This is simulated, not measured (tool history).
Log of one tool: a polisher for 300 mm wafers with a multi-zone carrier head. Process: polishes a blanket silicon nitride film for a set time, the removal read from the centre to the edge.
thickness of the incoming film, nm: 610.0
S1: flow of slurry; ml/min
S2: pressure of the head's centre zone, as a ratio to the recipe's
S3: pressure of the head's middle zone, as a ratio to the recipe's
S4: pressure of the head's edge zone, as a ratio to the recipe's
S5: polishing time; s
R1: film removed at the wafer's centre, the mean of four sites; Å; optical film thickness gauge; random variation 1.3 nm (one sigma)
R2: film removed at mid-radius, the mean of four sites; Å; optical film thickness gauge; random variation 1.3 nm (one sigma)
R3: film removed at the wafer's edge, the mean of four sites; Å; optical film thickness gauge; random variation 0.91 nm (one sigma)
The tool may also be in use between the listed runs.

run    day   S1    S2    S3    S4  S5      R1      R2      R3
  1  0.000  130  1.00  1.00  1.00  46  1706.0  1717.3  1715.1
  2  0.233  130  1.00  0.96  1.00  46  1680.6  1629.3  1733.6
  3  0.546  130  1.06  0.96  1.00  46  1782.8  1653.6  1740.0
  4  0.662  125  1.06  0.97  0.98  43  1687.6  1534.3  1564.5
  5  0.879  120  1.04  0.98  0.97  41  1563.2  1456.9  1496.1
  6  1.133  120  1.04  0.90  0.97  41  1536.1  1379.5  1503.3
  7  1.496  120  1.03  0.92  0.96  39  1484.8  1322.7  1450.0
  8  1.675  115  1.02  0.94  0.94  37  1341.8  1244.2  1309.1

Run 9 comes next. What will it give?
  9  1.883  115  1.02  0.95  0.93  36   ?   ?   ?

Run 9 gave R1 1286.6 Å, R2 1255.8 Å, R3 1297.2 Å.
